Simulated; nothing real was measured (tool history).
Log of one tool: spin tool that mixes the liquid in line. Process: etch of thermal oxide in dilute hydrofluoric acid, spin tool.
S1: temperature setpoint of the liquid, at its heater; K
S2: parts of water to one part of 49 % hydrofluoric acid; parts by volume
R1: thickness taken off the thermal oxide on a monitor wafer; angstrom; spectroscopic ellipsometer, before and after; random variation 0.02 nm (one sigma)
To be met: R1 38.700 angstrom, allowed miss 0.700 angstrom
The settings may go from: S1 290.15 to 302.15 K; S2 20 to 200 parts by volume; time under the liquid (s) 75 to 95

Run 1, hour 0.0: S1 294.15 K, S2 110 parts by volume, time under the liquid (s) 95. Result: R1 33.118 angstrom.
Run 2, hour 8.8: S1 290.65 K, S2 110 parts by volume, time under the liquid (s) 95. Result: R1 28.796 angstrom.
Run 3, hour 11.5: S1 290.65 K, S2 110 parts by volume, time under the liquid (s) 75. Result: R1 22.770 angstrom.
Run 4, hour 14.0: S1 290.65 K, S2 110 parts by volume, time under the liquid (s) 75. Result: R1 22.645 angstrom.
Run 5, hour 16.5: S1 293.15 K, S2 110 parts by volume, time under the liquid (s) 75. Result: R1 25.217 angstrom.
Run 6, hour 23.3: S1 293.15 K, S2 110 parts by volume, time under the liquid (s) 75. Result: R1 25.477 angstrom.
Run 7, hour 24.3: S1 295.15 K, S2 110 parts by volume, time under the liquid (s) 75. Result: R1 27.316 angstrom.
Run 8, hour 26.2: S1 296.65 K, S2 105 parts by volume, time under the liquid (s) 75. Result: R1 30.374 angstrom.
Run 9, hour 27.7: S1 298.15 K, S2 105 parts by volume, time under the liquid (s) 75. Result: R1 32.660 angstrom.
Run 10, hour 34.0: S1 299.15 K, S2 105 parts by volume, time under the liquid (s) 75. Result: R1 33.702 angstrom.
Run 11, hour 39.8: S1 299.65 K, S2 105 parts by volume, time under the liquid (s) 75. Result: R1 34.638 angstrom.

5 next moves are on the table. One of them brings every result within its allowed miss. Which?
Run A, hour 45.6: S1 299.65 K, S2 110 parts by volume, time under the liquid (s) 85. Result: R1 ?.
Run B, hour 45.6: S1 302.15 K, S2 115 parts by volume, time under the liquid (s) 90. Result: R1 ?.
Run C, hour 45.6: S1 301.65 K, S2 110 parts by volume, time under the liquid (s) 80. Result: R1 ?.
Run D, hour 45.6: S1 299.15 K, S2 105 parts by volume, time under the liquid (s) 90. Result: R1 ?.
Run E, hour 45.6: S1 296.65 K, S2 90 parts by volume, time under the liquid (s) 80. Result: R1 ?.

move      R1
   A  36.643
   B  40.532
   C  37.215
   D  40.125
   E  38.423
A: nearer than the last run, and not there yet
B: takes the result that was furthest off past its target
C: nearer than the last run, and not there yet
D: takes the result that was furthest off past its target
E: meets every target
The right move is E.
